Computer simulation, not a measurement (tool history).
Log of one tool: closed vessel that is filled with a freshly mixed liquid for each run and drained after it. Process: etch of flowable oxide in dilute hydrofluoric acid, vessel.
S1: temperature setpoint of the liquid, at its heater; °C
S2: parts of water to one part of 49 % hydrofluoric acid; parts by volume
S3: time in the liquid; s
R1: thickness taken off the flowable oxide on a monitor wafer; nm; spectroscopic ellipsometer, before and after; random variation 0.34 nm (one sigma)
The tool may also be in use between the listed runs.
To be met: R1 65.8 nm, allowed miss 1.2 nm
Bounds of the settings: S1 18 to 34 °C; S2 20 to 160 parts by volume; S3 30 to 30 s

run  hour    S1  S2  S3      R1
  1     0    26  90  30   18.39
  2     7  28.5  70  30  26.693
  3   9.2    30  55  30  36.807
  4  16.2    30  80  30  24.361
  5  21.1  26.5  80  30  21.109
  6  29.2  26.5  50  30  35.342
  7    36  28.5  40  30  48.977
  8  40.3    30  40  30   51.77
  9  46.9    31  40  30  53.677
 10  54.7    31  40  30  53.907
 11  59.2    32  40  30  55.809
 12  63.2  32.5  40  30  57.779
 13    69    33  40  30   58.12
 14    74  33.5  40  30  59.723
 15  78.9    34  40  30   61.32
 16  86.1    34  35  30   70.15
 17    89  33.5  35  30  68.681
 18    95    33  35  30  67.102

4 next moves are on the table. One of them brings every result within its allowed miss. Which?
  A   101  29.5  30  30   ?
  B   101  32.5  35  30   ?
  C   101  33.5  35  30   ?
  D   101    34  35  30   ?

move      R1
   A  68.744
   B  65.827
   C   68.44
   D  69.777
A: further off than the last run
B: meets every target
C: further off than the last run
D: further off than the last run
Move B is the one to make.
